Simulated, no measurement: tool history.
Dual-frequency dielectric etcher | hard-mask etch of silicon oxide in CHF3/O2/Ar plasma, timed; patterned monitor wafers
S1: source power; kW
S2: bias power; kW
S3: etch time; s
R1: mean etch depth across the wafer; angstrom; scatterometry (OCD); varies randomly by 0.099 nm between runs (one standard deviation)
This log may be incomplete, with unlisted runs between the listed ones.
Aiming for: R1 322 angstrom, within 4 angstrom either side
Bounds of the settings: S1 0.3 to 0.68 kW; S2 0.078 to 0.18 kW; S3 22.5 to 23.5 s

{"run": 1, "day": 0.0, "S1": 0.49, "S2": 0.129, "S3": 22.5, "R1": 366.33}
{"run": 2, "day": 0.029, "S1": 0.49, "S2": 0.129, "S3": 22.5, "R1": 364.71}
{"run": 3, "day": 0.062, "S1": 0.46, "S2": 0.128, "S3": 22.5, "R1": 353.44}
{"run": 4, "day": 0.146, "S1": 0.44, "S2": 0.128, "S3": 22.5, "R1": 346.19}
{"run": 5, "day": 0.233, "S1": 0.44, "S2": 0.141, "S3": 22.5, "R1": 356.45}
{"run": 6, "day": 0.412, "S1": 0.42, "S2": 0.141, "S3": 22.5, "R1": 348.59}
{"run": 7, "day": 0.504, "S1": 0.4, "S2": 0.141, "S3": 22.5, "R1": 340.47}
{"run": 8, "day": 0.554, "S1": 0.39, "S2": 0.141, "S3": 22.5, "R1": 335.77}
{"run": 9, "day": 0.925, "S1": 0.38, "S2": 0.141, "S3": 22.5, "R1": 330.55}

5 candidate next runs follow, results not yet known. Just one meets every target within its allowed miss. Identify it.
{"run": "A", "day": 1.296, "S1": 0.42, "S2": 0.127, "S3": 22.5, "R1": "?"}
{"run": "B", "day": 1.296, "S1": 0.39, "S2": 0.147, "S3": 22.5, "R1": "?"}
{"run": "C", "day": 1.296, "S1": 0.36, "S2": 0.156, "S3": 22.5, "R1": "?"}
{"run": "D", "day": 1.296, "S1": 0.36, "S2": 0.143, "S3": 22.5, "R1": "?"}
{"run": "E", "day": 1.296, "S1": 0.35, "S2": 0.16, "S3": 22.5, "R1": "?"}

move=A R1=336.37
move=B R1=340.91
move=C R1=333.73
move=D R1=323.24
move=E R1=331.72
A: the biggest miss grows against the last run
B: the biggest miss grows against the last run
C: the biggest miss grows against the last run
D: every result lands within tolerance
E: the biggest miss grows against the last run
Correct choice: D, which meets every target
